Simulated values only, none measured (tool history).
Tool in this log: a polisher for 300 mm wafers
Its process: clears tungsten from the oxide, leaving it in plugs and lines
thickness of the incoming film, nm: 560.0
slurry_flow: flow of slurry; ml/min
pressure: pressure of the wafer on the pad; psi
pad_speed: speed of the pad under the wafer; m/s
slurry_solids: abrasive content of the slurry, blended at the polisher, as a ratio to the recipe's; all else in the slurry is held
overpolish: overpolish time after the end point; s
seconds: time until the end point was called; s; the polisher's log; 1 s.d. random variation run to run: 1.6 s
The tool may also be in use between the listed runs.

run	day	slurry_flow	pressure	pad_speed	slurry_solids	overpolish	seconds
1	0	170	3.3	1.26	1	13	111.3
2	0.108	170	3.1	1.26	1	13	118.09
3	0.275	170	2.9	1.26	1	13	127.12
4	0.6	170	2.8	1.26	1	13	127.83
5	0.892	170	2.8	1.26	1	13	128.88
6	1.054	170	2.7	1.26	1	13	133

Run 7 comes next. What will it give?
7	1.392	170	2.6	1.26	1	13	?

{"run 7": {"seconds": 134.34}}
